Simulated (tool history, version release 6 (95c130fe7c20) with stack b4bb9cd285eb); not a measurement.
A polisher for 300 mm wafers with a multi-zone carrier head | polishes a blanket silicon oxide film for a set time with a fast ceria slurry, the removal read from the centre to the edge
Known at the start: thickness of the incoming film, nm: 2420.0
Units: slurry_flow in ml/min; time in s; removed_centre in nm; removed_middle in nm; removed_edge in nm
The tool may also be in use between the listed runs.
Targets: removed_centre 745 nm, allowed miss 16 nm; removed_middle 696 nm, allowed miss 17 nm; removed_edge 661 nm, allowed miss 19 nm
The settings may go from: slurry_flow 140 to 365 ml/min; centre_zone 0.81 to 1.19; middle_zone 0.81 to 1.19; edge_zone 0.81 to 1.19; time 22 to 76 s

run	hour	slurry_flow	centre_zone	middle_zone	edge_zone	time	removed_centre	removed_middle	removed_edge
1	0	235	1	1	1	49	580.9	571.04	563.08
2	9	235	1	1	1	55	650.95	643.12	645.62
3	14.4	235	1	1	0.92	55	645.25	642.84	624.32
4	15.7	235	1	0.91	0.92	55	648.03	596.95	626.74
5	23	250	1.01	0.93	0.92	55	657.88	609.39	628.04
6	25.5	250	1.01	0.93	0.92	43	510.98	472.12	496.58
7	28.6	260	1.03	0.96	0.95	45	551.16	513.93	523
8	36	270	1.05	0.98	0.98	46	578.47	530.8	523.8
9	38.3	260	1.05	0.99	0.98	48	601.28	567.17	548.19
10	46	260	1.05	0.99	0.99	49	613.27	575.98	570.12
11	52.4	325	1.15	1.09	1.09	51	714.43	651.65	617.09
12	56.5	325	1.15	1.09	1.09	51	714.81	656.69	623.33
13	58.9	325	1.15	1.1	1.1	51	710.62	664.46	612.07
14	60.2	330	1.15	1.1	1.11	51	723.35	667.77	622.94
15	61.7	330	1.15	1.1	1.12	51	721.81	661.51	619.22
16	70.2	330	1.14	1.1	1.13	51	713.37	667.89	628.9

Which of these 4 next moves meets every target?
A	78.7	340	1.17	1.14	1.12	52	?	?	?
B	78.7	325	1.16	1.11	1.09	55	?	?	?
C	78.7	335	1.19	1.15	1.08	51	?	?	?
D	78.7	345	1.12	1.07	1.11	54	?	?	?

move	removed_centre	removed_middle	removed_edge
A	741.97	705.06	637.52
B	774.85	726.34	667.63
C	739.34	695.88	618.28
D	737.91	694.45	661.55
A: brings the result that was furthest off to its target, and leaves another outside
B: takes the result that was furthest off past its target
C: brings the result that was furthest off to its target, and leaves another outside
D: meets every target
Answer: D

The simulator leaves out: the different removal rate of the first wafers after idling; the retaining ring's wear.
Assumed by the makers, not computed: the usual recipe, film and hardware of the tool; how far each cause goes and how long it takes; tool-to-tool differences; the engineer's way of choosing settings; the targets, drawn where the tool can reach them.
